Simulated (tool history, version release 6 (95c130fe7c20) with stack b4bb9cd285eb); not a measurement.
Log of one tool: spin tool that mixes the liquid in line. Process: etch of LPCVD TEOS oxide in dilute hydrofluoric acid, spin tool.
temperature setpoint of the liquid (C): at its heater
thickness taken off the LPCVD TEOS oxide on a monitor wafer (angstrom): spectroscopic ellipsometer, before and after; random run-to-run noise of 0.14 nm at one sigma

| run | hour | temperature setpoint of the liquid (C) | parts of water to one part of 49 % hydrofluoric acid (parts by volume) | time under the liquid (s) | thickness taken off the LPCVD TEOS oxide on a monitor wafer (angstrom) |
|---|---|---|---|---|---|
| 1 | 0.0 | 25.0 | 275 | 185 | 87.441 |
| 2 | 2.4 | 25.0 | 365 | 185 | 60.507 |
| 3 | 9.2 | 25.0 | 365 | 200 | 65.647 |
| 4 | 12.2 | 25.0 | 280 | 200 | 94.283 |
| 5 | 13.7 | 22.5 | 280 | 200 | 83.887 |
| 6 | 22.0 | 25.0 | 275 | 200 | 97.154 |

Run 7 comes next. What will it give?
| 7 | 28.9 | 27.0 | 270 | 200 | ? |

Run 7 measured thickness taken off the LPCVD TEOS oxide on a monitor wafer (angstrom) 106.330.

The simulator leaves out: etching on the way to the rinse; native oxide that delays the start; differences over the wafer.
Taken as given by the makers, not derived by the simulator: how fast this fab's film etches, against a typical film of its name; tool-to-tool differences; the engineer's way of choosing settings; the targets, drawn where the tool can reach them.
